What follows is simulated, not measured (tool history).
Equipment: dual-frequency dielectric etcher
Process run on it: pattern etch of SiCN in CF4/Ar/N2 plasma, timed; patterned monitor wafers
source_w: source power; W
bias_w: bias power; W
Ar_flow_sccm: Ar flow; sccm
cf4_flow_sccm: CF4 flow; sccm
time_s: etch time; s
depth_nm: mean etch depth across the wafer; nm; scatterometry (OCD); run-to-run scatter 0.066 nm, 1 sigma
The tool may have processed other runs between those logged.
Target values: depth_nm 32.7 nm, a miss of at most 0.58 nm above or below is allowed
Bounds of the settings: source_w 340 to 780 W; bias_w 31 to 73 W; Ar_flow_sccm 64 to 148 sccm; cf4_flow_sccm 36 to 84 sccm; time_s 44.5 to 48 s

run	day	source_w	bias_w	Ar_flow_sccm	cf4_flow_sccm	time_s	depth_nm
1	0	560	52	106	60	48	42.083
2	0.146	560	52	106	60	44.5	38.882
3	0.325	560	52	115	60	44.5	38.443
4	0.625	540	52	115	60	44.5	36.8
5	0.95	530	52	115	60	44.5	36.27
6	1.008	530	46	115	60	44.5	34.817
7	1.062	520	46	115	60	44.5	33.951
8	1.146	510	46	115	60	44.5	33.411

Exercise: of the 5 proposed moves below, exactly one satisfies all targets within the stated allowed misses. Which move is it?
A	1.229	540	37	123	59	44.5	?
B	1.229	480	49	117	63	47	?
C	1.229	530	42	107	54	45	?
D	1.229	500	41	104	57	48	?
E	1.229	450	57	101	58	48	?

move	depth_nm
A	32.652
B	33.849
C	34.039
D	34.375
E	34.256
A: meets every target
B: further off than the last run
C: further off than the last run
D: further off than the last run
E: further off than the last run
Go with A: it meets all targets.
